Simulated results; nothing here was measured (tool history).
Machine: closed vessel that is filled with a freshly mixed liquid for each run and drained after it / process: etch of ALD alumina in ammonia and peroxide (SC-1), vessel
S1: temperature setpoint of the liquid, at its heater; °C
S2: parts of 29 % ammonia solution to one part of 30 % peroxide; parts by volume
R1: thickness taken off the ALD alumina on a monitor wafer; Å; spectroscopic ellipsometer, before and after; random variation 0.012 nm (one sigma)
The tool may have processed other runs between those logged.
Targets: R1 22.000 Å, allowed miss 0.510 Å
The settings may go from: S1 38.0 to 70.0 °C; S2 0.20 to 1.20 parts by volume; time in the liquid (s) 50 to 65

Run 1, hour 0.0: S1 54.0 °C, S2 0.90 parts by volume, time in the liquid (s) 65. Result: R1 39.728 Å.
Run 2, hour 6.2: S1 50.5 °C, S2 0.90 parts by volume, time in the liquid (s) 65. Result: R1 33.256 Å.
Run 3, hour 14.6: S1 50.5 °C, S2 0.90 parts by volume, time in the liquid (s) 65. Result: R1 33.475 Å.
Run 4, hour 16.4: S1 48.0 °C, S2 0.90 parts by volume, time in the liquid (s) 65. Result: R1 28.707 Å.
Run 5, hour 18.3: S1 46.5 °C, S2 0.90 parts by volume, time in the liquid (s) 65. Result: R1 26.750 Å.
Run 6, hour 23.8: S1 46.5 °C, S2 0.70 parts by volume, time in the liquid (s) 65. Result: R1 26.058 Å.
At hour 27.7: thermometer replaced.
Run 7, hour 27.7: S1 46.5 °C, S2 0.70 parts by volume, time in the liquid (s) 65. Result: R1 23.519 Å.
Run 8, hour 35.6: S1 46.0 °C, S2 0.70 parts by volume, time in the liquid (s) 65. Result: R1 22.808 Å.

Next run, 4 choices. One meets every target within its allowed miss, the rest don't. Which?
Run A, hour 43.5: S1 47.0 °C, S2 0.40 parts by volume, time in the liquid (s) 65. Result: R1 ?.
Run B, hour 43.5: S1 46.5 °C, S2 0.85 parts by volume, time in the liquid (s) 65. Result: R1 ?.
Run C, hour 43.5: S1 46.5 °C, S2 0.75 parts by volume, time in the liquid (s) 60. Result: R1 ?.
Run D, hour 43.5: S1 47.5 °C, S2 0.90 parts by volume, time in the liquid (s) 60. Result: R1 ?.

move      R1
   A  22.945
   B  23.972
   C  21.865
   D  23.534
A: moves away from the targets compared with the last run
B: moves away from the targets compared with the last run
C: every result lands within tolerance
D: moves away from the targets compared with the last run
Answer: C
